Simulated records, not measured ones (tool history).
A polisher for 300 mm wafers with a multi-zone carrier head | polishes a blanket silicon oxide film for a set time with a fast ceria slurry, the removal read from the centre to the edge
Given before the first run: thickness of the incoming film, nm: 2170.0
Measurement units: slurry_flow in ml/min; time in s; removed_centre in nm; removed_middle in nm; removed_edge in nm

run	hour	slurry_flow	centre_zone	middle_zone	edge_zone	time	removed_centre	removed_middle	removed_edge
1	0.0	285	1.00	1.00	1.00	43	587.28	589.14	560.23
2	6.5	295	1.04	1.04	1.01	44	624.75	626.48	573.69
3	12.6	305	1.08	1.07	1.02	45	653.97	645.12	602.35
4	21.3	305	1.08	1.14	1.02	45	679.52	697.00	594.09
5	30.2	305	1.08	1.14	1.09	45	660.37	694.07	618.12
6	32.1	310	1.11	1.15	1.07	45	664.57	701.91	606.86
7	39.9	310	1.13	1.14	1.04	46	699.38	705.22	614.97
8	45.8	310	1.13	1.14	1.04	46	677.18	712.00	609.34

Expected results for the next run?
9	47.9	310	1.13	1.14	1.04	46	?	?	?

removed_centre: 705.02 nm
removed_middle: 699.75 nm
removed_edge: 613.29 nm
